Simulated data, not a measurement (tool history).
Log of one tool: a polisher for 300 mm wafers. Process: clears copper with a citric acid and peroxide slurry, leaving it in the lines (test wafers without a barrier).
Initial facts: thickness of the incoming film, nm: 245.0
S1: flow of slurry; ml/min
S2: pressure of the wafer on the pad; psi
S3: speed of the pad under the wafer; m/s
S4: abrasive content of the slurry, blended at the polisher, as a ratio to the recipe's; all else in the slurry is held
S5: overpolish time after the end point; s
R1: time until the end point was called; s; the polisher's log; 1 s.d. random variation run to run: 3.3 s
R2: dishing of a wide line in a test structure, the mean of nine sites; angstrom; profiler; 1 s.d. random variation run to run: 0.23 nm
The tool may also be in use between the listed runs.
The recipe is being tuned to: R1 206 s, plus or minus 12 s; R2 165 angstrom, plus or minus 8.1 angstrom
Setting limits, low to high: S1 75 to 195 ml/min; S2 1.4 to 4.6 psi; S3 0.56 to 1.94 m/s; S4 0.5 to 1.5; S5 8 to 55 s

run	hour	S1	S2	S3	S4	S5	R1	R2
1	0	125	3	1.24	1	28	109.52	238.2
2	5.8	125	3.7	1.24	1	28	93.092	242.16
3	10.2	120	3.5	1.04	0.95	22	118.61	211.33
4	15.6	120	3.1	0.98	0.95	18	137.45	182.72
5	16.6	120	2.7	0.98	0.95	18	152.54	173.43
6	24.7	115	2.4	0.96	0.95	20	173.76	171.06
7	31.6	110	2.3	0.96	0.95	21	169.21	173.83
8	39.1	110	2.1	0.94	0.95	22	188.59	171.46
# hour 44.4: slurry nozzle cleaned
9	44.4	105	1.9	0.94	0.95	20	179.35	160.98
10	48.6	110	1.8	0.94	0.95	21	176.9	167.84
11	52	110	1.8	0.94	0.95	21	182.97	167.16

Which of these 5 next moves meets every target?
A	55.4	125	1.6	0.86	0.9	24	?	?
B	55.4	80	2.6	0.7	1.2	29	?	?
C	55.4	110	1.6	0.98	1.2	25	?	?
D	55.4	115	1.6	0.88	0.9	29	?	?
E	55.4	75	2.3	0.98	1.05	23	?	?

move	R1	R2
A	207.4	167.61
B	205.88	187.59
C	179.78	184.96
D	206.96	186.02
E	169.41	183.05
A: meets every target
B: corrects the largest miss of the last run, while another result sits out of spec
C: lands further from the targets than the last run did
D: corrects the largest miss of the last run, while another result sits out of spec
E: lands further from the targets than the last run did
Answer: A
